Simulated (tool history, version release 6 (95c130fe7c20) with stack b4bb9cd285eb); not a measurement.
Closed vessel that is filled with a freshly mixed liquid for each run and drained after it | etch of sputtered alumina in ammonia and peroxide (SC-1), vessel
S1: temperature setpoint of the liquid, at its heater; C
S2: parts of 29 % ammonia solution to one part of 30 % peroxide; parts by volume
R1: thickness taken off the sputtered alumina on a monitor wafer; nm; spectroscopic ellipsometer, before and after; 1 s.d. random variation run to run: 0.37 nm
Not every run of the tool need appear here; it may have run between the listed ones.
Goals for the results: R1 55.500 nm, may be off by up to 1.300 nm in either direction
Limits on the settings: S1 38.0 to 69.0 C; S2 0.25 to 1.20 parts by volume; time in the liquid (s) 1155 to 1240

run 1 hour=0.0 | S1=53.0 S2=0.95 time_in_the_liquid_(s)=1155 | R1=47.507
run 2 hour=3.2 | S1=53.0 S2=1.05 time_in_the_liquid_(s)=1155 | R1=48.647
run 3 hour=10.0 | S1=53.5 S2=1.05 time_in_the_liquid_(s)=1155 | R1=49.309
run 4 hour=19.0 | S1=60.0 S2=1.05 time_in_the_liquid_(s)=1155 | R1=70.136
run 5 hour=21.2 | S1=60.0 S2=0.90 time_in_the_liquid_(s)=1155 | R1=69.584
run 6 hour=29.6 | S1=59.0 S2=0.90 time_in_the_liquid_(s)=1155 | R1=65.147
run 7 hour=35.7 | S1=58.5 S2=0.90 time_in_the_liquid_(s)=1155 | R1=64.666
run 8 hour=40.4 | S1=58.0 S2=0.90 time_in_the_liquid_(s)=1155 | R1=62.079
run 9 hour=41.2 | S1=57.5 S2=0.90 time_in_the_liquid_(s)=1155 | R1=60.435
run 10 hour=49.4 | S1=57.0 S2=0.90 time_in_the_liquid_(s)=1155 | R1=59.619
run 11 hour=55.9 | S1=56.5 S2=0.90 time_in_the_liquid_(s)=1155 | R1=56.704

4 candidate next runs follow, results not yet known. Just one meets every target within its allowed miss. Identify it.
run A hour=62.4 | S1=57.5 S2=0.80 time_in_the_liquid_(s)=1180 | R1=?
run B hour=62.4 | S1=56.0 S2=0.75 time_in_the_liquid_(s)=1170 | R1=?
run C hour=62.4 | S1=55.5 S2=0.85 time_in_the_liquid_(s)=1240 | R1=?
run D hour=62.4 | S1=57.0 S2=0.70 time_in_the_liquid_(s)=1205 | R1=?

move=A R1=60.597
move=B R1=55.199
move=C R1=57.655
move=D R1=59.528
A: lands further from the targets than the last run did
B: all results in spec
C: lands further from the targets than the last run did
D: lands further from the targets than the last run did
The move that meets every target is B.

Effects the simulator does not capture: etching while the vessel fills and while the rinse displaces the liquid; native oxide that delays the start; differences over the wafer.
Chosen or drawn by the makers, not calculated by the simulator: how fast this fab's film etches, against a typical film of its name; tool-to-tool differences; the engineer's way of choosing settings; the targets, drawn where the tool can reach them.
